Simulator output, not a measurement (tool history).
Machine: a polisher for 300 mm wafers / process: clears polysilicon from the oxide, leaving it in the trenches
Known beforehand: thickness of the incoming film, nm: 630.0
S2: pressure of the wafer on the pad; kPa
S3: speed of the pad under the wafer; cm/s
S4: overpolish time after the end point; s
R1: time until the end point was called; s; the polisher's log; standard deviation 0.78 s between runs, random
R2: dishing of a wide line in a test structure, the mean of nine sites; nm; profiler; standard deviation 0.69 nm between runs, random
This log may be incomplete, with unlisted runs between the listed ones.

{"run": 1, "day": 0.0, "flow of slurry (ml/min)": 170, "S2": 22.8, "S3": 86, "S4": 19, "R1": 43.562, "R2": 59.02}
{"run": 2, "day": 0.317, "flow of slurry (ml/min)": 170, "S2": 22.8, "S3": 86, "S4": 12, "R1": 41.635, "R2": 57.233}
{"run": 3, "day": 0.525, "flow of slurry (ml/min)": 170, "S2": 22.8, "S3": 86, "S4": 8, "R1": 42.326, "R2": 50.744}
{"run": 4, "day": 0.738, "flow of slurry (ml/min)": 170, "S2": 21.4, "S3": 86, "S4": 10, "R1": 44.866, "R2": 52.323}
{"run": 5, "day": 0.95, "flow of slurry (ml/min)": 170, "S2": 20.7, "S3": 84, "S4": 13, "R1": 47.308, "R2": 55.432}
{"run": 6, "day": 1.304, "flow of slurry (ml/min)": 170, "S2": 20, "S3": 84, "S4": 14, "R1": 48.865, "R2": 56.587}
{"run": 7, "day": 1.346, "flow of slurry (ml/min)": 170, "S2": 19.3, "S3": 84, "S4": 14, "R1": 50.138, "R2": 56.054}
{"run": 8, "day": 1.375, "flow of slurry (ml/min)": 170, "S2": 18.6, "S3": 84, "S4": 15, "R1": 51.667, "R2": 55.341}
{"day": 1.712, "done": "worn pad replaced by a new one"}
{"run": 9, "day": 1.712, "flow of slurry (ml/min)": 170, "S2": 18.6, "S3": 84, "S4": 15, "R1": 45.667, "R2": 58.389}
{"run": 10, "day": 1.771, "flow of slurry (ml/min)": 165, "S2": 12.4, "S3": 82, "S4": 21, "R1": 67.404, "R2": 57.997}

Forecast run 11:
{"run": 11, "day": 2.021, "flow of slurry (ml/min)": 170, "S2": 13.1, "S3": 82, "S4": 21, "R1": "?", "R2": "?"}

{"run 11": {"R1": 62.911, "R2": 58.06}}
